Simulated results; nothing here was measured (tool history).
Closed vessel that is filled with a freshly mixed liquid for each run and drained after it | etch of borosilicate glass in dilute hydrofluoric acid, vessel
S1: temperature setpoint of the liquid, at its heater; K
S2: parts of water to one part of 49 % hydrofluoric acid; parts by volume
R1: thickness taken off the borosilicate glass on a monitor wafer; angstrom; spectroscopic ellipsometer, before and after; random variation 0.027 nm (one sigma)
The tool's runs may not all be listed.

{"run": 1, "day": 0.0, "S1": 296.15, "S2": 290, "time in the liquid (s)": 55, "R1": 37.357}
{"run": 2, "day": 0.362, "S1": 294.65, "S2": 300, "time in the liquid (s)": 55, "R1": 33.214}
{"run": 3, "day": 0.45, "S1": 293.65, "S2": 300, "time in the liquid (s)": 55, "R1": 32.192}
{"run": 4, "day": 0.592, "S1": 293.65, "S2": 360, "time in the liquid (s)": 55, "R1": 25.24}
{"run": 5, "day": 0.646, "S1": 293.65, "S2": 440, "time in the liquid (s)": 55, "R1": 18.779}
{"run": 6, "day": 0.821, "S1": 295.65, "S2": 435, "time in the liquid (s)": 55, "R1": 20.669}
{"run": 7, "day": 0.858, "S1": 297.15, "S2": 435, "time in the liquid (s)": 55, "R1": 22.253}
{"run": 8, "day": 1.212, "S1": 298.15, "S2": 435, "time in the liquid (s)": 55, "R1": 22.476}
{"run": 9, "day": 1.296, "S1": 299.15, "S2": 435, "time in the liquid (s)": 55, "R1": 23.502}
{"run": 10, "day": 1.604, "S1": 300.15, "S2": 435, "time in the liquid (s)": 55, "R1": 23.944}
{"run": 11, "day": 1.967, "S1": 300.65, "S2": 435, "time in the liquid (s)": 55, "R1": 24.269}

Run 12 comes next. What will it give?
{"day": 2.233, "done": "hydrofluoric acid flow meter replaced"}
{"run": 12, "day": 2.233, "S1": 301.15, "S2": 435, "time in the liquid (s)": 55, "R1": "?"}

{"run 12": {"R1": 28.998}}
